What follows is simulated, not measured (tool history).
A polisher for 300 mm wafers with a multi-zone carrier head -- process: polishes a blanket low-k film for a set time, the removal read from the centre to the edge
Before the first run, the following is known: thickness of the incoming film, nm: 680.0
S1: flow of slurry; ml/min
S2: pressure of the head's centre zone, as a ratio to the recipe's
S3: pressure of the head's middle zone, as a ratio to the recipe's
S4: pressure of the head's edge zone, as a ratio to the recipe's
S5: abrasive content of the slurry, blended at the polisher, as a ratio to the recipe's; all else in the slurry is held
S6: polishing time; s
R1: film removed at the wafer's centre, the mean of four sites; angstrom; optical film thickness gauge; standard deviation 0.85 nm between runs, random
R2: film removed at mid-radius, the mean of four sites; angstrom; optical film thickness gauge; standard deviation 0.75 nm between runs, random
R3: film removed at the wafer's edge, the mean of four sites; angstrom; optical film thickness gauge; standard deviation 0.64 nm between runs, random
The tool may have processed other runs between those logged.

run 1 hour=0.0 | S1=195 S2=1.00 S3=1.00 S4=1.00 S5=1.00 S6=78 | R1=354.91 R2=355.52 R3=351.13
run 2 hour=7.4 | S1=200 S2=1.03 S3=0.97 S4=1.04 S5=1.15 S6=83 | R1=419.09 R2=386.12 R3=417.76
run 3 hour=8.3 | S1=210 S2=1.07 S3=0.99 S4=1.06 S5=1.25 S6=86 | R1=472.33 R2=444.37 R3=455.86
run 4 hour=9.6 | S1=230 S2=1.07 S3=0.99 S4=1.06 S5=1.25 S6=86 | R1=481.57 R2=441.59 R3=455.45
run 5 hour=14.8 | S1=230 S2=1.07 S3=0.94 S4=1.06 S5=1.25 S6=86 | R1=474.69 R2=431.22 R3=455.76
run 6 hour=23.1 | S1=230 S2=1.07 S3=0.94 S4=1.06 S5=1.05 S6=86 | R1=436.69 R2=385.37 R3=419.10

Estimate the outcome of run 7 from the log above:
run 7 hour=26.5 | S1=225 S2=1.09 S3=0.93 S4=1.07 S5=1.20 S6=89 | R1=? R2=? R3=?

Run 7 produced R1 501.86 angstrom, R2 435.64 angstrom, R3 466.95 angstrom.
